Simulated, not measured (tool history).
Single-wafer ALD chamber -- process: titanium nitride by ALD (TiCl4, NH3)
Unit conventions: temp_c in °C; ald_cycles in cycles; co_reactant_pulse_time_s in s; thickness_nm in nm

run 1 hour=0 | temp_c=415 ald_cycles=34 co_reactant_pulse_time_s=2.33 | thickness_nm=0.72241
run 2 hour=7.5 | temp_c=415 ald_cycles=34 co_reactant_pulse_time_s=2.33 | thickness_nm=0.72279
run 3 hour=13 | temp_c=410 ald_cycles=34 co_reactant_pulse_time_s=2 | thickness_nm=0.71724
run 4 hour=20.6 | temp_c=407 ald_cycles=34 co_reactant_pulse_time_s=1.74 | thickness_nm=0.71063
run 5 hour=22.1 | temp_c=407 ald_cycles=34 co_reactant_pulse_time_s=1.74 | thickness_nm=0.71131
run 6 hour=27.8 | temp_c=406 ald_cycles=34 co_reactant_pulse_time_s=1.57 | thickness_nm=0.70885
run 7 hour=31.4 | temp_c=405 ald_cycles=34 co_reactant_pulse_time_s=1.43 | thickness_nm=0.70498
run 8 hour=33.5 | temp_c=405 ald_cycles=34 co_reactant_pulse_time_s=1.35 | thickness_nm=0.70025

Forecast run 9:
run 9 hour=37.1 | temp_c=405 ald_cycles=34 co_reactant_pulse_time_s=1.33 | thickness_nm=?

thickness_nm: 0.69616 nm
